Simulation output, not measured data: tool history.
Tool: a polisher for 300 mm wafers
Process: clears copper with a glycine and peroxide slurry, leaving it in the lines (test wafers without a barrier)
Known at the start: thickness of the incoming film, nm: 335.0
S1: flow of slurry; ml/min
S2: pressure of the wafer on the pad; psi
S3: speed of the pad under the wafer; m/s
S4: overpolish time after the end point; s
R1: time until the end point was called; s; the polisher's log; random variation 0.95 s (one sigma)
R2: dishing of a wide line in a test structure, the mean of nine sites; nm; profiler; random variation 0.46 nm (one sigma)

run,day,S1,S2,S3,S4,R1,R2
1,0.000,315,2.1,0.92,29,80.419,47.872
2,0.071,315,2.1,0.94,26,80.359,44.944
3,0.292,365,2.1,0.94,26,78.899,45.955
4,0.383,440,2.1,0.94,26,76.372,46.328
5,0.625,440,2.1,0.94,24,77.343,44.478
6,0.696,440,1.8,0.94,24,86.172,40.565
7,0.883,440,1.9,0.96,23,80.104,41.133

The next listed run, before its measurement:
8,1.129,440,1.9,0.96,22,?,?

R1: 80.784 s
R2: 40.042 nm
